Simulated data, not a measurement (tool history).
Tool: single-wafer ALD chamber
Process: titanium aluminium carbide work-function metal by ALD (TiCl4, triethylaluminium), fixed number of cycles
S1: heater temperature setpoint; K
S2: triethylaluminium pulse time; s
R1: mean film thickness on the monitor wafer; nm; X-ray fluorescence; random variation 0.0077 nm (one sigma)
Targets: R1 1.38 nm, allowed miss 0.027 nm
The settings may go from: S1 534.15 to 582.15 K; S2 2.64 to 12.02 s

{"run": 1, "day": 0.0, "S1": 558.15, "S2": 7.33, "R1": 1.8325}
{"run": 2, "day": 0.279, "S1": 555.15, "S2": 6.84, "R1": 1.7783}
{"run": 3, "day": 0.496, "S1": 563.15, "S2": 6.84, "R1": 1.8535}
{"run": 4, "day": 0.692, "S1": 573.15, "S2": 6.84, "R1": 1.8933}
{"run": 5, "day": 0.838, "S1": 569.15, "S2": 6.4, "R1": 1.8165}
{"run": 6, "day": 0.95, "S1": 566.15, "S2": 6.01, "R1": 1.7429}
{"run": 7, "day": 1.171, "S1": 554.15, "S2": 4.19, "R1": 1.3033}
{"run": 8, "day": 1.254, "S1": 555.15, "S2": 4.2, "R1": 1.3081}
{"run": 9, "day": 1.321, "S1": 556.15, "S2": 4.21, "R1": 1.3298}
{"run": 10, "day": 1.383, "S1": 556.15, "S2": 4.21, "R1": 1.3268}
{"day": 1.662, "done": "thermocouple changed; heater temperature recalibrated"}
{"run": 11, "day": 1.662, "S1": 557.15, "S2": 4.22, "R1": 1.2964}
{"run": 12, "day": 1.85, "S1": 566.15, "S2": 5.95, "R1": 1.7297}
{"run": 13, "day": 2.075, "S1": 563.15, "S2": 5.92, "R1": 1.7156}
{"run": 14, "day": 2.408, "S1": 560.15, "S2": 5.89, "R1": 1.6726}
{"run": 15, "day": 2.708, "S1": 558.15, "S2": 5.81, "R1": 1.636}
{"run": 16, "day": 2.85, "S1": 556.15, "S2": 5.72, "R1": 1.6151}
{"run": 17, "day": 3.133, "S1": 555.15, "S2": 5.61, "R1": 1.5876}
{"run": 18, "day": 3.421, "S1": 554.15, "S2": 5.51, "R1": 1.5602}
{"run": 19, "day": 3.667, "S1": 553.15, "S2": 5.42, "R1": 1.546}
{"run": 20, "day": 3.925, "S1": 553.15, "S2": 5.33, "R1": 1.5412}
{"run": 21, "day": 4.075, "S1": 553.15, "S2": 5.23, "R1": 1.5103}
{"run": 22, "day": 4.129, "S1": 552.15, "S2": 5.16, "R1": 1.5046}
{"run": 23, "day": 4.171, "S1": 552.15, "S2": 5.08, "R1": 1.4881}
{"run": 24, "day": 4.429, "S1": 540.15, "S2": 4.28, "R1": 1.2361}
{"run": 25, "day": 4.738, "S1": 551.15, "S2": 4.45, "R1": 1.3314}

Which of these 4 next moves meets every target?
{"run": "A", "day": 5.046, "S1": 553.15, "S2": 4.54, "R1": "?"}
{"run": "B", "day": 5.046, "S1": 548.15, "S2": 4.38, "R1": "?"}
{"run": "C", "day": 5.046, "S1": 545.15, "S2": 4.53, "R1": "?"}
{"run": "D", "day": 5.046, "S1": 547.15, "S2": 4.55, "R1": "?"}

move=A R1=1.3712
move=B R1=1.3027
move=C R1=1.3241
move=D R1=1.3401
A: meets every target
B: further off than the last run
C: further off than the last run
D: nearer than the last run, and not there yet
Answer: A
